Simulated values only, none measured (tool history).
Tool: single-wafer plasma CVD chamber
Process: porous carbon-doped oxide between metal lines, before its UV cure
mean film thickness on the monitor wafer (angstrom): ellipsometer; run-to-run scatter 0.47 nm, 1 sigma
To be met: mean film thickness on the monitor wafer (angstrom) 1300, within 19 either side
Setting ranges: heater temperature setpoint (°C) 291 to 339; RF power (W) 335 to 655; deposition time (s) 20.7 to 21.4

run    day  heater temperature setpoint (°C)  RF power (W)  deposition time (s)  mean film thickness on the monitor wafer (angstrom)
  1      0                               315           495                 20.7                                               1069.8
  2  0.367                               315           495                 21.4                                               1108.7
  3  0.579                               315           495                 21.4                                                 1106
  4  0.925                               315           495                 21.4                                               1109.6
  5  1.204                               308           505                 21.4                                               1158.1
  6  1.508                               303           520                 21.4                                               1212.5
  7  1.612                               300           525                 21.4                                               1240.1
  8  1.871                               298           530                 21.4                                               1253.8
       2.2  -- RF generator calibrated
  9    2.2                               296           535                 21.4                                               1327.2

Exactly one of the 5 candidate moves below puts every result within its allowed miss. Which one?
  A  2.529                               291           520                 20.9                                                    ?
  B  2.529                               296           540                 21.4                                                    ?
  C  2.529                               296           575                 20.9                                                    ?
  D  2.529                               304           595                 21.3                                                    ?
  E  2.529                               291           540                 21.4                                                    ?

move  mean film thickness on the monitor wafer (angstrom)
   A                                               1299.4
   B                                               1331.7
   C                                                 1361
   D                                               1364.9
   E                                               1366.4
A: each result inside its tolerance
B: further off than the last run
C: further off than the last run
D: further off than the last run
E: further off than the last run
Move A is the one to make.

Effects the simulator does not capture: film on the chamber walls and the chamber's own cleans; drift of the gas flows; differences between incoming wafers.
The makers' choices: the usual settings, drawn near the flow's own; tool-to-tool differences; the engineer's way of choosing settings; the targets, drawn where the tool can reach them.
